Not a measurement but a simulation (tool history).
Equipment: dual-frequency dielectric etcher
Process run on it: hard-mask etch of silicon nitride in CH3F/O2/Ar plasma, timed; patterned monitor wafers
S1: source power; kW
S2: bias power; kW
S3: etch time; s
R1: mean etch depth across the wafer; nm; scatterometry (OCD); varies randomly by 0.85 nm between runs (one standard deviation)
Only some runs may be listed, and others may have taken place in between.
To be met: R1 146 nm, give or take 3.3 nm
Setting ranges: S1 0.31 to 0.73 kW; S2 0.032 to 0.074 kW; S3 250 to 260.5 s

run  hour    S1     S2   S3      R1
  1     0  0.52  0.053  250   169.1
  2   4.8   0.5  0.052  250  165.89
  3   5.6   0.5  0.052  250  163.95
  4  13.2  0.48  0.052  250  161.93
  5  14.1  0.47  0.052  250  162.96
  6  15.5  0.45  0.051  250  159.26
  7  18.3  0.44   0.05  250  156.32
  8  24.6  0.43   0.05  250  152.75
  9    30  0.42   0.05  250  152.19
 10  36.2  0.41   0.05  250  150.25

Consider the 4 candidate settings below. Which is the only one whose results all fall within their allowed miss of target?
  A  42.4  0.36  0.053  260.5   ?
  B  42.4   0.4  0.051    258   ?
  C  42.4  0.39  0.051  260.5   ?
  D  42.4  0.41  0.046    250   ?

move      R1
   A  151.74
   B  154.51
   C  154.49
   D  146.12
A: moves away from the targets compared with the last run
B: moves away from the targets compared with the last run
C: moves away from the targets compared with the last run
D: every result lands within tolerance
The move that meets every target is D.
